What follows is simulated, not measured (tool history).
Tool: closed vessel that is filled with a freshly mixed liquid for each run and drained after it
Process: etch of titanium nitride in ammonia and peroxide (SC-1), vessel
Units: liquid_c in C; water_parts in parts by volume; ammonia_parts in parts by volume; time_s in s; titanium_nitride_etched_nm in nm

run	hour	liquid_c	water_parts	ammonia_parts	time_s	titanium_nitride_etched_nm
1	0	58	30	0.8	40	4.841
2	7.6	56.5	30	0.8	40	4.5123
3	9.9	56.5	30	0.8	30	3.3017
4	16.2	56.5	21.5	0.8	30	4.0168
5	24.9	56	21.5	0.8	30	3.8561
6	30.9	56	11	0.8	30	5.4916

The next listed run, before its measurement:
7	33	48	11	0.8	30	?

titanium_nitride_etched_nm: 3.1702 nm
